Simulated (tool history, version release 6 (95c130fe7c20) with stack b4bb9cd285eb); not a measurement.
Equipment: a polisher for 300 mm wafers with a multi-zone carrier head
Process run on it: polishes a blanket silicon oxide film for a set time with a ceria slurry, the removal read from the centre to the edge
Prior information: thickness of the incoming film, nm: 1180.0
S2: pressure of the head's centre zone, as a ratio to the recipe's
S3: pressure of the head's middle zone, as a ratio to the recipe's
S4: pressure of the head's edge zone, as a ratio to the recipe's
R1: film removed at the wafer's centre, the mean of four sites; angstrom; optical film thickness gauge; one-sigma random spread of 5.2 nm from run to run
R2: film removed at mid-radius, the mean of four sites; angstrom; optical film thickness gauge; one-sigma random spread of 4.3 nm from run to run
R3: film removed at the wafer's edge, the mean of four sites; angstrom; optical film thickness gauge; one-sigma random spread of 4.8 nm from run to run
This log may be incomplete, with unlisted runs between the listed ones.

run 1 day=0.000 | flow_of_slurry_(ml/min)=235 S2=1.00 S3=1.00 S4=1.00 polishing_time_(s)=84 | R1=3051.6 R2=3156.5 R3=3146.6
run 2 day=0.158 | flow_of_slurry_(ml/min)=190 S2=1.00 S3=1.00 S4=1.00 polishing_time_(s)=84 | R1=2975.6 R2=3159.7 R3=3122.0
run 3 day=0.229 | flow_of_slurry_(ml/min)=145 S2=1.00 S3=1.00 S4=1.00 polishing_time_(s)=84 | R1=2861.1 R2=3041.0 R3=2985.1
run 4 day=0.458 | flow_of_slurry_(ml/min)=145 S2=1.00 S3=1.08 S4=1.00 polishing_time_(s)=84 | R1=2922.5 R2=3203.4 R3=3058.0
run 5 day=0.692 | flow_of_slurry_(ml/min)=140 S2=1.00 S3=1.08 S4=1.00 polishing_time_(s)=84 | R1=2859.4 R2=3235.1 R3=3042.5
run 6 day=0.812 | flow_of_slurry_(ml/min)=155 S2=1.02 S3=1.08 S4=1.03 polishing_time_(s)=87 | R1=3126.2 R2=3346.9 R3=3175.1
run 7 day=1.088 | flow_of_slurry_(ml/min)=140 S2=1.00 S3=1.01 S4=1.13 polishing_time_(s)=110 | R1=3858.6 R2=3962.5 R3=4239.9
run 8 day=1.217 | flow_of_slurry_(ml/min)=150 S2=1.01 S3=1.02 S4=1.14 polishing_time_(s)=110 | R1=3860.2 R2=4055.1 R3=4267.7
run 9 day=1.429 | flow_of_slurry_(ml/min)=155 S2=1.02 S3=1.02 S4=1.15 polishing_time_(s)=110 | R1=3929.8 R2=4035.4 R3=4368.6

Run 10, settings as shown, results not yet in. Your forecast:
run 10 day=1.492 | flow_of_slurry_(ml/min)=155 S2=1.02 S3=1.02 S4=1.15 polishing_time_(s)=110 | R1=? R2=? R3=?

{"run 10": {"R1": 3903.0, "R2": 4048.6, "R3": 4332.8}}
